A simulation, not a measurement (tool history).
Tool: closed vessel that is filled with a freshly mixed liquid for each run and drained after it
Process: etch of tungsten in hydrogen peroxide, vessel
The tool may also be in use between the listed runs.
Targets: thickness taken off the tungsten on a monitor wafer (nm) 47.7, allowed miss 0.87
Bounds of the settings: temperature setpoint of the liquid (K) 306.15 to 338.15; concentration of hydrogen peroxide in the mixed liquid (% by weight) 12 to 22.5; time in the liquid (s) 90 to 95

run,hour,temperature setpoint of the liquid (K),concentration of hydrogen peroxide in the mixed liquid (% by weight),time in the liquid (s),thickness taken off the tungsten on a monitor wafer (nm)
1,0,322.15,15.5,90,67.114
2,0.7,322.15,18.5,90,73.406
3,2.4,322.15,18.5,95,76.709
4,6.7,319.65,18.5,95,65.978
5,8.5,319.65,18.5,90,62.679
6,15.5,319.65,18.5,95,65.891
7,16,318.15,18.5,95,60.367
8,21.7,317.15,18.5,95,56.007
9,26.2,316.65,18.5,95,54.388
10,29,316.15,18.5,95,53.105
# hour 31.5: new drum of peroxide connected
11,31.5,315.65,18.5,95,53.082

Which of these 5 next moves meets every target?
A,34,315.15,18,95,?
B,34,314.65,15.5,95,?
C,34,313.65,19,90,?
D,34,315.15,17.5,90,?
E,34,313.15,20,90,?

move,thickness taken off the tungsten on a monitor wafer (nm)
A,50.718
B,45.573
C,44.808
D,47.376
E,44.502
A: nearer than the last run, and not there yet
B: takes the result that was furthest off past its target
C: takes the result that was furthest off past its target
D: meets every target
E: takes the result that was furthest off past its target
Answer: D

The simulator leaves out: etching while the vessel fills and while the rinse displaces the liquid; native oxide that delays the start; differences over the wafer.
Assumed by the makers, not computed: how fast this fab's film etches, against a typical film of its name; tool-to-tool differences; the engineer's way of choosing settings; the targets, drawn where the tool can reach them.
